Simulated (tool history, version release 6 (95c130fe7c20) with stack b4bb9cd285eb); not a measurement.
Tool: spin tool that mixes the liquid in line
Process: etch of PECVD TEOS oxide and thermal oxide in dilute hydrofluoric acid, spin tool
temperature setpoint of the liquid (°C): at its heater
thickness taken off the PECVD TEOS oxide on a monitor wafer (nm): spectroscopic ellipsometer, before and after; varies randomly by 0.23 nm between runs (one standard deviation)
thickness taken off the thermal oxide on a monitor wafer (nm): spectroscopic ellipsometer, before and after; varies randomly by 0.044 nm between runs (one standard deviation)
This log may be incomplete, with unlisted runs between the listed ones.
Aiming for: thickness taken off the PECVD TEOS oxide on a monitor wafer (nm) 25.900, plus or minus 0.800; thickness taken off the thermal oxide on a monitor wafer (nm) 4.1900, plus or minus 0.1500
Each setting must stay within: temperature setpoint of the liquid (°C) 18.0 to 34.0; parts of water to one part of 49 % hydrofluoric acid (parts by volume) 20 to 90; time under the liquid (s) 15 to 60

run	hour	temperature setpoint of the liquid (°C)	parts of water to one part of 49 % hydrofluoric acid (parts by volume)	time under the liquid (s)	thickness taken off the PECVD TEOS oxide on a monitor wafer (nm)	thickness taken off the thermal oxide on a monitor wafer (nm)
1	0.0	26.0	50	30	18.206	2.9694
2	4.0	24.0	50	30	16.730	2.7015
3	6.9	26.5	50	30	18.560	2.9864
4	12.7	26.5	50	20	12.175	2.0362
5	17.0	26.5	35	20	17.953	2.9456
6	20.3	26.5	50	20	12.228	2.0057
7	24.0	26.5	50	20	12.497	2.0236
8	30.0	28.5	45	20	15.120	2.4426
9	33.0	28.5	45	20	14.947	2.4079
10	37.7	29.0	40	20	17.415	2.8161
11	40.1	33.0	30	20	27.578	4.5453
12	46.4	32.5	30	20	26.772	4.3536

Which of these 5 next moves meets every target?
A	52.7	30.0	20	15	?	?
B	52.7	33.5	40	25	?	?
C	52.7	34.0	30	20	?	?
D	52.7	32.5	55	40	?	?
E	52.7	34.0	45	30	?	?

move	thickness taken off the PECVD TEOS oxide on a monitor wafer (nm)	thickness taken off the thermal oxide on a monitor wafer (nm)
A	28.046	4.4467
B	25.909	4.1078
C	28.698	4.5499
D	28.266	4.4815
E	27.917	4.4261
A: the biggest miss grows against the last run
B: meets every target
C: the biggest miss grows against the last run
D: the biggest miss grows against the last run
E: the biggest miss grows against the last run
Correct choice: B, which meets every target
